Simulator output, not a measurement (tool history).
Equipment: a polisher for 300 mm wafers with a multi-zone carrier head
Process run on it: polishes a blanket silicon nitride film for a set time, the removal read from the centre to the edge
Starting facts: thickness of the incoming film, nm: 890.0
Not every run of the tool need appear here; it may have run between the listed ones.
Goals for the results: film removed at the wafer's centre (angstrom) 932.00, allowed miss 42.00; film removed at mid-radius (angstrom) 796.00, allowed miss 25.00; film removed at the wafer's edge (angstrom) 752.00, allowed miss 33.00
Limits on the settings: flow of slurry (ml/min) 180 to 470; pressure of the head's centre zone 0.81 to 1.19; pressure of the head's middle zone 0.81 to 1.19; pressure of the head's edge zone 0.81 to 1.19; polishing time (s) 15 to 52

run,hour,flow of slurry (ml/min),pressure of the head's centre zone,pressure of the head's middle zone,pressure of the head's edge zone,polishing time (s),film removed at the wafer's centre (angstrom),film removed at mid-radius (angstrom),film removed at the wafer's edge (angstrom)
1,0.0,300,1.00,1.00,1.00,33,918.50,892.47,922.67
2,5.4,300,1.00,1.00,1.05,33,917.72,882.01,933.13
3,7.2,245,1.00,1.00,1.05,33,901.52,890.33,946.03
4,8.4,245,1.00,1.00,1.05,41,1112.90,1080.00,1182.10
# hour 16.6: edge zone pressure recalibrated
5,16.6,245,1.08,1.00,1.05,41,1214.60,1105.00,1147.90
6,24.6,245,1.08,1.00,1.05,33,986.30,886.95,908.53
7,28.9,250,1.10,1.00,1.03,32,954.70,850.32,891.96
8,33.9,280,1.13,1.02,1.02,30,942.67,820.72,816.46
9,36.7,285,1.14,1.03,1.01,29,932.07,792.60,815.33

Which of these 4 next moves meets every target?
A,39.5,280,1.19,1.10,1.00,28,?,?,?
B,39.5,330,1.08,0.88,0.98,32,?,?,?
C,39.5,295,1.13,0.96,1.04,31,?,?,?
D,39.5,285,1.05,0.90,1.08,32,?,?,?

move,film removed at the wafer's centre (angstrom),film removed at mid-radius (angstrom),film removed at the wafer's edge (angstrom)
A,947.18,802.61,763.58
B,991.04,805.47,872.41
C,998.09,817.39,864.91
D,954.42,809.62,908.87
A: in spec on every target
B: its largest miss is bigger than the last run's
C: its largest miss is bigger than the last run's
D: its largest miss is bigger than the last run's
Correct choice: A, which meets every target
